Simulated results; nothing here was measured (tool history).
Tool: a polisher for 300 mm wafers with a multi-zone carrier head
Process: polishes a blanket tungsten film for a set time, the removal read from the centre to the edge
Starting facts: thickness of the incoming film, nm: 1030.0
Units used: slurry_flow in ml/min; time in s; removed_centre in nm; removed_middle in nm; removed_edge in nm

Run 1, hour 0.0: slurry_flow 255 ml/min, centre_zone 1.00, middle_zone 1.00, edge_zone 1.00, slurry_solids 1.00, time 48 s. Result: removed_centre 299.36 nm, removed_middle 303.05 nm, removed_edge 299.27 nm.
Run 2, hour 0.7: slurry_flow 255 ml/min, centre_zone 1.00, middle_zone 1.06, edge_zone 1.00, slurry_solids 1.00, time 48 s. Result: removed_centre 304.07 nm, removed_middle 318.05 nm, removed_edge 300.16 nm.
Run 3, hour 2.6: slurry_flow 260 ml/min, centre_zone 1.01, middle_zone 1.06, edge_zone 1.03, slurry_solids 1.10, time 49 s. Result: removed_centre 314.57 nm, removed_middle 330.87 nm, removed_edge 319.02 nm.
Run 4, hour 7.7: slurry_flow 285 ml/min, centre_zone 1.01, middle_zone 1.06, edge_zone 1.03, slurry_solids 1.10, time 49 s. Result: removed_centre 318.12 nm, removed_middle 338.17 nm, removed_edge 317.21 nm.
Run 5, hour 13.3: slurry_flow 285 ml/min, centre_zone 1.01, middle_zone 1.12, edge_zone 1.03, slurry_solids 1.10, time 49 s. Result: removed_centre 318.11 nm, removed_middle 355.01 nm, removed_edge 318.02 nm.
Run 6, hour 16.6: slurry_flow 280 ml/min, centre_zone 1.03, middle_zone 1.11, edge_zone 1.05, slurry_solids 1.15, time 50 s. Result: removed_centre 332.78 nm, removed_middle 354.77 nm, removed_edge 331.15 nm.
Run 7, hour 20.4: slurry_flow 280 ml/min, centre_zone 1.04, middle_zone 1.11, edge_zone 1.07, slurry_solids 1.20, time 51 s. Result: removed_centre 345.09 nm, removed_middle 373.04 nm, removed_edge 342.64 nm.
Run 8, hour 24.5: slurry_flow 280 ml/min, centre_zone 1.05, middle_zone 1.09, edge_zone 1.09, slurry_solids 1.25, time 52 s. Result: removed_centre 365.22 nm, removed_middle 375.37 nm, removed_edge 353.57 nm.

Estimate the outcome of run 9 from the log above:
Run 9, hour 30.7: slurry_flow 320 ml/min, centre_zone 1.03, middle_zone 1.04, edge_zone 1.19, slurry_solids 1.50, time 54 s. Result: removed_centre ?, removed_middle ?, removed_edge ?.

{"run 9": {"removed_centre": 393.03, "removed_middle": 396.01, "removed_edge": 405.58}}
